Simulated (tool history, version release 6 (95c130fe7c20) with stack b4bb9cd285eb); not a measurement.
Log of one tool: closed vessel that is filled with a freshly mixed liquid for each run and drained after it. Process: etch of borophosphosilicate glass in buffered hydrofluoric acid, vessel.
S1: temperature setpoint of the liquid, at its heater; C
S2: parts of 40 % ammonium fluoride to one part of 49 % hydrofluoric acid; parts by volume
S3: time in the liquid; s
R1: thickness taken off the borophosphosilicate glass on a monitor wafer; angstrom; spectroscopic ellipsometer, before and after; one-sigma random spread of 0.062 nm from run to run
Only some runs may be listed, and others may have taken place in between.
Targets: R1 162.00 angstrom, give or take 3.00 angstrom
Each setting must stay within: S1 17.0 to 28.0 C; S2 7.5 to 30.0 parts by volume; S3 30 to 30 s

run 1 hour=0.0 | S1=20.0 S2=21.0 S3=30 | R1=196.00
run 2 hour=0.9 | S1=19.5 S2=21.0 S3=30 | R1=190.34
run 3 hour=8.8 | S1=19.5 S2=21.0 S3=30 | R1=191.85
run 4 hour=16.4 | S1=17.0 S2=21.0 S3=30 | R1=165.85
run 5 hour=21.5 | S1=17.0 S2=15.5 S3=30 | R1=222.83
run 6 hour=26.1 | S1=20.0 S2=15.5 S3=30 | R1=261.86
run 7 hour=34.8 | S1=19.5 S2=17.0 S3=30 | R1=230.98
run 8 hour=39.1 | S1=19.0 S2=18.0 S3=30 | R1=212.76
run 9 hour=41.0 | S1=17.0 S2=22.5 S3=30 | R1=158.86

Pick the move, out of 4, that brings all results within their allowed miss; only one does.
run A hour=42.9 | S1=18.5 S2=26.0 S3=30 | R1=?
run B hour=42.9 | S1=18.5 S2=24.5 S3=30 | R1=?
run C hour=42.9 | S1=17.5 S2=24.5 S3=30 | R1=?
run D hour=42.9 | S1=17.0 S2=23.0 S3=30 | R1=?

move=A R1=155.44
move=B R1=162.00
move=C R1=153.13
move=D R1=155.54
A: misses by more than the last run did
B: all results in spec
C: misses by more than the last run did
D: misses by more than the last run did
The move that meets every target is B.

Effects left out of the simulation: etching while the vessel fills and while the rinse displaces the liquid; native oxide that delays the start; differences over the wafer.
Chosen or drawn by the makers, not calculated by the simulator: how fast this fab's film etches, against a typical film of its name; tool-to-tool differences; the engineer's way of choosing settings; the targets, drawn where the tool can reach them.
